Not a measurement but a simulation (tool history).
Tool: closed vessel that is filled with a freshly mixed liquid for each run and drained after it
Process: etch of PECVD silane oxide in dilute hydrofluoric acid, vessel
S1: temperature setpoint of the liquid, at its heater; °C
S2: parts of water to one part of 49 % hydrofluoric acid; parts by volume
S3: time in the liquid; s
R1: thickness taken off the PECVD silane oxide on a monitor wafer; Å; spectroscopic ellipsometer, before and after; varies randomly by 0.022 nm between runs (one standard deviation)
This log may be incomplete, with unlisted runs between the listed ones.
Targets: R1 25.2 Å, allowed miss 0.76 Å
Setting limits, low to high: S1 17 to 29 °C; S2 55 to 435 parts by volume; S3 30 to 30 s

run	hour	S1	S2	S3	R1
1	0	21	245	30	39.307
2	0.7	21	245	30	39.669
3	5.1	21	275	30	34.513
4	9.9	21	325	30	27.929
5	10.9	20.5	325	30	27.006
6	17.9	20.5	325	30	27.271
7	19.7	20	325	30	26.521
8	20.3	19.5	325	30	26.198

Which of these 4 next moves meets every target?
A	20.9	17.5	320	30	?
B	20.9	20	315	30	?
C	20.9	18	295	30	?
D	20.9	20	320	30	?

move	R1
A	24.837
B	27.777
C	28.036
D	27.223
A: all results land within tolerance of their targets
B: lands further from the targets than the last run did
C: lands further from the targets than the last run did
D: lands further from the targets than the last run did
The right move is A.

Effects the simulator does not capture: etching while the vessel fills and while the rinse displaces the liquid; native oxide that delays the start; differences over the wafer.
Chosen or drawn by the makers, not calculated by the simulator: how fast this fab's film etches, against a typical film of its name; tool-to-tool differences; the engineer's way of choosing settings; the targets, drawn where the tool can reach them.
